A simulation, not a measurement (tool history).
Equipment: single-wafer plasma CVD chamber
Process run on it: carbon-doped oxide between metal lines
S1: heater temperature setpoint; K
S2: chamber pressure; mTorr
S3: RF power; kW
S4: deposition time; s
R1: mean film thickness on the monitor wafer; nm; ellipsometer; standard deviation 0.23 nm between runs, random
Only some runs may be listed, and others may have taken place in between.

run 1 hour=0.0 | S1=613.15 S2=3940 S3=0.425 S4=10.0 | R1=49.245
run 2 hour=2.3 | S1=616.15 S2=3740 S3=0.395 S4=10.0 | R1=46.042
run 3 hour=8.2 | S1=616.15 S2=3740 S3=0.395 S4=10.0 | R1=45.384
run 4 hour=16.4 | S1=616.15 S2=3740 S3=0.395 S4=9.5 | R1=44.137
run 5 hour=20.0 | S1=619.15 S2=3530 S3=0.385 S4=9.5 | R1=42.246
run 6 hour=26.1 | S1=622.15 S2=3360 S3=0.380 S4=9.5 | R1=40.533
run 7 hour=27.1 | S1=624.15 S2=3310 S3=0.380 S4=9.5 | R1=40.030

For run 8, what comes out?
run 8 hour=32.2 | S1=626.15 S2=3270 S3=0.380 S4=9.5 | R1=?

{"run 8": {"R1": 40.028}}
